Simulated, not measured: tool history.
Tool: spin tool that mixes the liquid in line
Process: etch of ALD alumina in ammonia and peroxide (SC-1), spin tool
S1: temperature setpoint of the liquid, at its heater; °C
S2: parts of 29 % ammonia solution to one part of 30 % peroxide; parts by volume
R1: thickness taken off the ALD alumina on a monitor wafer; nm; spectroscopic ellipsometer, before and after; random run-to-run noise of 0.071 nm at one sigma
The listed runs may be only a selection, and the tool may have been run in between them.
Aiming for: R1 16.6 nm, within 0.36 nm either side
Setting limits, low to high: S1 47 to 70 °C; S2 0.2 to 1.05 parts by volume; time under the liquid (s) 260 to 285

{"run": 1, "hour": 0.0, "S1": 63, "S2": 0.55, "time under the liquid (s)": 260, "R1": 31.181}
{"run": 2, "hour": 5.2, "S1": 68, "S2": 0.55, "time under the liquid (s)": 260, "R1": 39.992}
{"run": 3, "hour": 14.3, "S1": 70, "S2": 0.55, "time under the liquid (s)": 260, "R1": 44.213}
{"run": 4, "hour": 15.3, "S1": 70, "S2": 0.7, "time under the liquid (s)": 260, "R1": 45.156}
{"run": 5, "hour": 23.6, "S1": 63.5, "S2": 0.7, "time under the liquid (s)": 260, "R1": 33.077}
{"run": 6, "hour": 24.5, "S1": 63.5, "S2": 0.85, "time under the liquid (s)": 260, "R1": 33.534}
{"hour": 28.7, "done": "thermometer replaced"}
{"run": 7, "hour": 28.7, "S1": 61, "S2": 0.85, "time under the liquid (s)": 260, "R1": 26.031}
{"run": 8, "hour": 35.8, "S1": 59.5, "S2": 0.85, "time under the liquid (s)": 260, "R1": 24.155}
{"run": 9, "hour": 41.7, "S1": 58.5, "S2": 0.85, "time under the liquid (s)": 260, "R1": 23.205}

Of the 5 settings listed for the next run, only one would bring every result within its allowed miss of target. Which one?
{"run": "A", "hour": 47.6, "S1": 51, "S2": 1.05, "time under the liquid (s)": 260, "R1": "?"}
{"run": "B", "hour": 47.6, "S1": 50, "S2": 1.05, "time under the liquid (s)": 270, "R1": "?"}
{"run": "C", "hour": 47.6, "S1": 54, "S2": 0.7, "time under the liquid (s)": 260, "R1": "?"}
{"run": "D", "hour": 47.6, "S1": 52.5, "S2": 0.8, "time under the liquid (s)": 260, "R1": "?"}
{"run": "E", "hour": 47.6, "S1": 51.5, "S2": 0.9, "time under the liquid (s)": 260, "R1": "?"}

move=A R1=15.797
move=B R1=15.53
move=C R1=17.875
move=D R1=16.701
move=E R1=15.997
A: takes the result that was furthest off past its target
B: takes the result that was furthest off past its target
C: closes in on the targets versus the last run, not all within tolerance yet
D: every result lands within tolerance
E: takes the result that was furthest off past its target
Move D is the one to make.
